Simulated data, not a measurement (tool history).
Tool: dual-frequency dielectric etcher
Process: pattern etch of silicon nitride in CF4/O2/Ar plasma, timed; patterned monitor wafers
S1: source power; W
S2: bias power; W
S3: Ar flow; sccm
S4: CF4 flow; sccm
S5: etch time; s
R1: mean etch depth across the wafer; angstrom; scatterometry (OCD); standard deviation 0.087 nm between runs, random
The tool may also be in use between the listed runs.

run,day,S1,S2,S3,S4,S5,R1
1,0.000,680,65,91,113,13,367.30
2,0.025,680,57,91,113,13,342.70
3,0.121,630,56,91,113,13,321.63
4,0.471,630,56,81,113,13,327.39
5,0.533,630,56,81,122,13,329.94
6,0.733,590,55,81,122,13,311.35
7,0.979,560,55,81,122,13,299.87

Expected results for the next run?
8,1.104,540,55,81,122,13,?

R1: 293.97 angstrom
